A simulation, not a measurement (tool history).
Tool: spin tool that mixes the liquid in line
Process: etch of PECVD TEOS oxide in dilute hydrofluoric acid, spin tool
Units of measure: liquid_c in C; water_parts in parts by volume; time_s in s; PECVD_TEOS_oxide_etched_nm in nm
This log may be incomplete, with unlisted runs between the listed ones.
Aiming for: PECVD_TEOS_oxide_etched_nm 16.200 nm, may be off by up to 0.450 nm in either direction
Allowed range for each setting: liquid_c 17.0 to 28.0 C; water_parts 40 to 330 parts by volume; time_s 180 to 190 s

run,hour,liquid_c,water_parts,time_s,PECVD_TEOS_oxide_etched_nm
1,0.0,20.0,185,180,17.772
2,5.0,19.5,185,180,17.369
3,10.1,19.0,185,180,17.070
4,15.9,19.0,150,180,21.877
5,21.9,18.5,155,180,20.593
6,27.5,18.5,120,180,27.356
7,33.8,17.0,190,180,15.296
# hour 34.6: hydrofluoric acid flow meter replaced
8,34.6,17.5,190,180,17.343
9,37.6,17.5,195,180,16.860

Of the 5 settings listed for the next run, only one would bring every result within its allowed miss of target. Which one?
A,40.6,20.0,210,185,?
B,40.6,20.0,205,185,?
C,40.6,19.5,195,180,?
D,40.6,17.0,185,180,?
E,40.6,17.0,200,185,?

move,PECVD_TEOS_oxide_etched_nm
A,17.386
B,17.897
C,18.132
D,17.477
E,16.387
A: misses by more than the last run did
B: misses by more than the last run did
C: misses by more than the last run did
D: misses by more than the last run did
E: in spec on every target
Answer: E

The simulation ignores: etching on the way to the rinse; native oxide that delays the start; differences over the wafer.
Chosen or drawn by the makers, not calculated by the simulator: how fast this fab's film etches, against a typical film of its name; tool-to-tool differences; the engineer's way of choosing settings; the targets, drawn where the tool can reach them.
